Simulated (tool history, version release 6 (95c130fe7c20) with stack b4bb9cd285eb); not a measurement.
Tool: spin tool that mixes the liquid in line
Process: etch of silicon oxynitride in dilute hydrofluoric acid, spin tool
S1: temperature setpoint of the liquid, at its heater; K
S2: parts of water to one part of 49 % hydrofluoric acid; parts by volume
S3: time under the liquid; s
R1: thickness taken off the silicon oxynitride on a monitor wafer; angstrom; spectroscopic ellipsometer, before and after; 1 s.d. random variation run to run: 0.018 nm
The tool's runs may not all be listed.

run,day,S1,S2,S3,R1
1,0.000,297.15,290,100,6.2390
2,0.379,297.15,365,100,4.6578
3,0.725,297.15,365,100,4.8371
4,1.058,300.15,365,100,5.4264
5,1.417,301.15,340,100,6.0723
6,1.629,299.65,340,100,5.7402

The next listed run, before its measurement:
7,1.975,300.65,315,100,?

R1: 6.6058 angstrom
